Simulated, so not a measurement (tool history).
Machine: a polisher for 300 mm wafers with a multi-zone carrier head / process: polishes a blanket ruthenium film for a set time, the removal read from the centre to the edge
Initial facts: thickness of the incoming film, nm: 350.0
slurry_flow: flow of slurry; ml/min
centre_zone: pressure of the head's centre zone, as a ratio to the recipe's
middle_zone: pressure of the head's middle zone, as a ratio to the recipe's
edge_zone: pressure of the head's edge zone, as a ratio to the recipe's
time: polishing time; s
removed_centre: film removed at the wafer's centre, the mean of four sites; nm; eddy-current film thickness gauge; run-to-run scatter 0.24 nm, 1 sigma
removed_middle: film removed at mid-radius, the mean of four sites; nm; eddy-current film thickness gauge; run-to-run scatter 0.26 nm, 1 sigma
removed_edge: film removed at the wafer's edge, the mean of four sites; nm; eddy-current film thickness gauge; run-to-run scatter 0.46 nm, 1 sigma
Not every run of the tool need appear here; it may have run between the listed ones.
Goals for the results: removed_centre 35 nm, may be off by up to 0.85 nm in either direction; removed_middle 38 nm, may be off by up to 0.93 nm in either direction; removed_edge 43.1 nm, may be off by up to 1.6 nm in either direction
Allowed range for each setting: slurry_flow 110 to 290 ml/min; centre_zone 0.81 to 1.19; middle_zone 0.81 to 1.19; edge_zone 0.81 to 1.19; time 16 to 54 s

| run | hour | slurry_flow | centre_zone | middle_zone | edge_zone | time | removed_centre | removed_middle | removed_edge |
|---|---|---|---|---|---|---|---|---|---|
| 1 | 0 | 185 | 1 | 1 | 1 | 35 | 31.254 | 30.867 | 30.591 |
| 2 | 7.9 | 190 | 0.99 | 1 | 1.02 | 36 | 32.054 | 31.932 | 32.093 |
| 3 | 9.1 | 190 | 0.99 | 0.93 | 1.02 | 36 | 32.071 | 30.269 | 32.171 |
| 4 | 13.7 | 190 | 0.99 | 0.93 | 1.02 | 29 | 25.507 | 24.062 | 25.501 |
| 5 | 20 | 190 | 0.98 | 0.93 | 1.04 | 31 | 27.39 | 26.17 | 27.45 |
| 6 | 22.9 | 235 | 0.98 | 0.93 | 1.04 | 31 | 28.199 | 26.364 | 28.249 |
| 7 | 23.6 | 235 | 0.96 | 0.93 | 1.06 | 32 | 28.361 | 27.399 | 29.834 |
| 8 | 29.1 | 240 | 0.95 | 0.94 | 1.07 | 33 | 29.074 | 28.701 | 30.682 |
| 9 | 33.6 | 240 | 0.94 | 0.94 | 1.08 | 34 | 29.572 | 29.909 | 32.175 |
| 10 | 39.9 | 240 | 0.94 | 0.94 | 1.09 | 35 | 30.255 | 30.215 | 32.906 |
| 11 | 42.2 | 240 | 0.93 | 0.94 | 1.1 | 36 | 30.956 | 31.293 | 33.689 |
| 12 | 51.2 | 245 | 0.92 | 0.94 | 1.11 | 37 | 31.765 | 32.218 | 34.624 |
| 13 | 57.9 | 250 | 0.91 | 0.93 | 1.12 | 38 | 32.214 | 32.825 | 36.938 |
| 14 | 61.7 | 285 | 0.89 | 0.99 | 1.19 | 41 | 34.438 | 37.873 | 41.467 |

Exercise: of the 5 proposed moves below, exactly one satisfies all targets within the stated allowed misses. Which move is it?
| A | 65.5 | 260 | 0.91 | 1 | 1.17 | 41 | ? | ? | ? |
| B | 65.5 | 290 | 0.96 | 0.94 | 1.15 | 40 | ? | ? | ? |
| C | 65.5 | 285 | 0.87 | 0.98 | 1.19 | 40 | ? | ? | ? |
| D | 65.5 | 290 | 0.85 | 0.88 | 1.19 | 43 | ? | ? | ? |
| E | 65.5 | 290 | 0.85 | 0.94 | 1.19 | 43 | ? | ? | ? |

| move | removed_centre | removed_middle | removed_edge |
|---|---|---|---|
| A | 35.072 | 37.62 | 40.006 |
| B | 36.293 | 35.244 | 39.021 |
| C | 33.197 | 36.423 | 39.653 |
| D | 34.999 | 35.928 | 42.735 |
| E | 35.013 | 37.905 | 42.701 |
A: lands further from the targets than the last run did
B: lands further from the targets than the last run did
C: lands further from the targets than the last run did
D: corrects the largest miss of the last run, while another result sits out of spec
E: in spec on every target
E is the move that brings every result within its allowed miss.
